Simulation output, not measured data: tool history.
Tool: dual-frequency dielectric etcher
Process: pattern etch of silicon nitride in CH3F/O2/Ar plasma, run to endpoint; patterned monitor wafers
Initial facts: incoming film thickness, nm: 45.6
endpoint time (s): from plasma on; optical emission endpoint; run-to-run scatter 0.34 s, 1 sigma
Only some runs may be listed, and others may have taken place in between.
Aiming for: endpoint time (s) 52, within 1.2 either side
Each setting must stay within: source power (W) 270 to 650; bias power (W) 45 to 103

| run | hour | source power (W) | bias power (W) | endpoint time (s) |
|---|---|---|---|---|
| 1 | 0 | 460 | 74 | 59.119 |
| 2 | 1.3 | 410 | 74 | 62.323 |
| 3 | 2.9 | 440 | 74 | 60.262 |
| 4 | 4.8 | 440 | 66 | 63.638 |
| 5 | 5.7 | 490 | 66 | 60.161 |
| 6 | 11.8 | 530 | 67 | 58.04 |
| 7 | 16.1 | 560 | 68 | 57.468 |
| 8 | 18.4 | 590 | 71 | 54.59 |
| 9 | 27 | 610 | 72 | 53.472 |

Which single option among these 5 for the next run brings every result within its allowed miss of target? Just one does.
| A | 35.6 | 610 | 66 | ? |
| B | 35.6 | 570 | 67 | ? |
| C | 35.6 | 600 | 71 | ? |
| D | 35.6 | 650 | 72 | ? |
| E | 35.6 | 650 | 62 | ? |

| move | endpoint time (s) |
|---|---|
| A | 55.098 |
| B | 56.327 |
| C | 53.886 |
| D | 51.857 |
| E | 55.007 |
A: moves away from the targets compared with the last run
B: moves away from the targets compared with the last run
C: moves away from the targets compared with the last run
D: all results land within tolerance of their targets
E: moves away from the targets compared with the last run
Answer: D

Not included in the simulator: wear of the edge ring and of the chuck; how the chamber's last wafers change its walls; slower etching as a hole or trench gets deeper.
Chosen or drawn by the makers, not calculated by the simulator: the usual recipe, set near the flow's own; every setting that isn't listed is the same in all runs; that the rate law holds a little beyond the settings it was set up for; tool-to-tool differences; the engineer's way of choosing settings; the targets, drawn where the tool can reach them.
